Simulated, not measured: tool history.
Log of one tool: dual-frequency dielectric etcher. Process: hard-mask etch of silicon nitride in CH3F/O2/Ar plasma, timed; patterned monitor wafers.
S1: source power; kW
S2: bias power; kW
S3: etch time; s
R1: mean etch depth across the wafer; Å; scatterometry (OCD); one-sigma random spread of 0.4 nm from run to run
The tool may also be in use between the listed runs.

Run 1, hour 0.0: S1 0.520 kW, S2 0.063 kW, S3 196.5 s. Result: R1 1512.2 Å.
Run 2, hour 6.4: S1 0.540 kW, S2 0.063 kW, S3 196.5 s. Result: R1 1541.7 Å.
Run 3, hour 7.1: S1 0.480 kW, S2 0.063 kW, S3 196.5 s. Result: R1 1442.3 Å.
Run 4, hour 10.6: S1 0.480 kW, S2 0.071 kW, S3 196.5 s. Result: R1 1490.4 Å.
Run 5, hour 14.3: S1 0.500 kW, S2 0.071 kW, S3 196.5 s. Result: R1 1538.4 Å.
Run 6, hour 16.1: S1 0.510 kW, S2 0.071 kW, S3 196.5 s. Result: R1 1558.9 Å.

What does the tool deliver on the next run?
Run 7, hour 18.3: S1 0.520 kW, S2 0.071 kW, S3 196.5 s. Result: R1 ?.

Run 7 produced R1 1570.2 Å.

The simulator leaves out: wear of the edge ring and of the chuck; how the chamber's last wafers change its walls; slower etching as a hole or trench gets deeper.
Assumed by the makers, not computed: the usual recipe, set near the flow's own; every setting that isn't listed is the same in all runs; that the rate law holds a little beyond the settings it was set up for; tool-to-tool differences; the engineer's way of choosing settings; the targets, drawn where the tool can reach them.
